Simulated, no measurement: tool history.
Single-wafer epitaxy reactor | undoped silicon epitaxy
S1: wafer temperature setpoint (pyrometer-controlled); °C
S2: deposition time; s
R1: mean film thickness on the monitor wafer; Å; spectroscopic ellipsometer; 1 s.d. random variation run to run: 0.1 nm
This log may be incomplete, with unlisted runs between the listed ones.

run,day,S1,S2,R1
1,0.000,655,174,343.25
2,0.329,661,174,387.32
3,0.367,661,164,359.53
4,0.479,661,155,344.31
5,0.842,661,168,371.54
6,1.112,651,168,307.68
7,1.342,648,168,291.35
8,1.454,646,168,278.37
9,1.775,646,168,279.18
10,2.146,644,168,265.68
11,2.342,643,168,263.76
12,2.367,642,168,258.17

Run 13 comes next. What will it give?
13,2.604,641,168,?

R1: 253.84 Å
